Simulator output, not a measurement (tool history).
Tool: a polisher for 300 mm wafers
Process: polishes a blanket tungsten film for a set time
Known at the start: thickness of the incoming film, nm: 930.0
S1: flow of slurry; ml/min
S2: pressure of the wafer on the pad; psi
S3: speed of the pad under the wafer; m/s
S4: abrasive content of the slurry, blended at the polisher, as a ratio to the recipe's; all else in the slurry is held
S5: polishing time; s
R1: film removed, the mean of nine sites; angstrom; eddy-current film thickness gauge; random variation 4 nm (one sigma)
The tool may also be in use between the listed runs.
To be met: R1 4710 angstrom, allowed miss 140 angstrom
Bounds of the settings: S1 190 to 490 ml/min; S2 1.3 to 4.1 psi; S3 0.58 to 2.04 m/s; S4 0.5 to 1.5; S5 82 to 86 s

run  hour   S1   S2    S3    S4  S5      R1
  1     0  315  2.7   1.3     1  82  2849.8
  2   7.8  315  2.9   1.3     1  82    3080
  3  13.3  315    3   1.3     1  82  3204.5
  4  15.7  250    3   1.3     1  82  3137.5
  5  23.8  250    3   1.3  0.85  82  3090.4
  6  32.1  250    3  1.58  0.85  82  3642.2
  7  38.3  250    3  1.58  0.85  82    3707
  8  39.6  250  3.1  1.58  0.85  82  3761.7
  9  46.6  250  3.2  1.58  0.85  82  3922.3
 10  50.6  250  3.3  1.58  0.85  82  4012.1
 11  51.7  250  3.3  1.58  0.85  82  4050.6
 12  54.6  250  3.4  1.58  0.85  82  4160.9
 13  58.1  250  3.5  1.58  0.85  82  4269.7

Which of these 5 next moves meets every target?
  A  61.6  190  4.1  1.46  1.05  84   ?
  B  61.6  190  3.1  1.58  0.95  82   ?
  C  61.6  220  3.7   1.5  0.85  82   ?
  D  61.6  220  3.7   1.5   0.9  84   ?
  E  61.6  245  3.1  1.46  0.85  85   ?

move      R1
   A  4705.9
   B  3706.8
   C  4202.6
   D  4348.6
   E  3622.7
A: meets every target
B: further off than the last run
C: further off than the last run
D: nearer than the last run, and not there yet
E: further off than the last run
Move A is the one to make.
